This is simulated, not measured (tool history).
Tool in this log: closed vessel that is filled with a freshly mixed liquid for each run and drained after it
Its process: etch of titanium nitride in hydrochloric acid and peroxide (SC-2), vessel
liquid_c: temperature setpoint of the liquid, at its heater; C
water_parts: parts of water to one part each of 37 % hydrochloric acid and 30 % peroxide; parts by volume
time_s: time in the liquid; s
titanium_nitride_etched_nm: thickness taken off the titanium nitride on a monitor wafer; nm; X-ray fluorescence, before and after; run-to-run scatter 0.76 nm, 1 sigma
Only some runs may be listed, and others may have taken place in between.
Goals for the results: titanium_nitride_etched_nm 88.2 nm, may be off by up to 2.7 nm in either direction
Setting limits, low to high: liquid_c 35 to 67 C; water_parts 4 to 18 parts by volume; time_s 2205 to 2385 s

run  hour  liquid_c  water_parts  time_s  titanium_nitride_etched_nm
  1     0        51           10    2205                      39.958
  2   5.7        51           10    2205                      39.218
  3   9.2      54.5           10    2205                      49.234
  4  12.3      54.5         12.5    2205                      41.392
  5  18.4      57.5         12.5    2205                      49.485
  6  25.1      57.5         12.5    2205                      49.749
  7  28.3        60         12.5    2205                      59.422
  8  31.5      61.5         12.5    2205                      64.244
  9  38.7        63         12.5    2205                      70.769
 10  45.5        63         12.5    2205                      70.889
 11  51.9        64         12.5    2205                      75.357

Exactly one of the 4 candidate moves below puts every result within its allowed miss. Which one?
  A  58.3      62.5           11    2385                           ?
  B  58.3        67         13.5    2275                           ?
  C  58.3        62         10.5    2370                           ?
  D  58.3        66           13    2210                           ?

move  titanium_nitride_etched_nm
   A                      82.389
   B                      86.728
   C                      82.551
   D                      81.959
A: moves toward the targets from the last run without getting all of them in spec
B: hits every target within its allowed miss
C: moves toward the targets from the last run without getting all of them in spec
D: moves toward the targets from the last run without getting all of them in spec
B meets every target.
